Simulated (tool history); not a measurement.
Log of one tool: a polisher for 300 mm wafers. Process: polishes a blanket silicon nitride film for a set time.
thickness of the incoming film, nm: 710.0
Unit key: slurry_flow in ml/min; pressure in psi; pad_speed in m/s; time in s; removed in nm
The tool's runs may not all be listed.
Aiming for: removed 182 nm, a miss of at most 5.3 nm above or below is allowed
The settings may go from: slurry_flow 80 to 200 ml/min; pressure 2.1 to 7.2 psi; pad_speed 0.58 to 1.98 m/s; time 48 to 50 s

run,hour,slurry_flow,pressure,pad_speed,time,removed
1,0,130,4.6,1.28,48,115.22
2,5.7,140,5.2,1.28,48,128.11
3,7.4,140,5.7,1.28,48,140.24
4,15.6,140,5.7,1.42,48,153.13
5,19.9,125,5.7,1.42,48,149.51
6,26.5,125,5.7,1.42,50,153.94
7,31.3,140,5.8,1.42,50,161.4
8,38.4,145,6,1.42,50,168.01
9,42.7,150,6.1,1.42,50,172.22

Which one of the following 5 next-run settings gets every result inside its allowed miss? There is exactly one.
A,47,130,5.7,1.46,49,?
B,47,140,5.7,1.38,50,?
C,47,185,5.4,1.52,50,?
D,47,150,6.4,1.44,50,?
E,47,155,5,1.66,50,?

move,removed
A,155.18
B,153.59
C,165.83
D,178.14
E,161.97
A: misses by more than the last run did
B: misses by more than the last run did
C: misses by more than the last run did
D: every result within its allowed miss
E: misses by more than the last run did
D is the move that brings every result within its allowed miss.
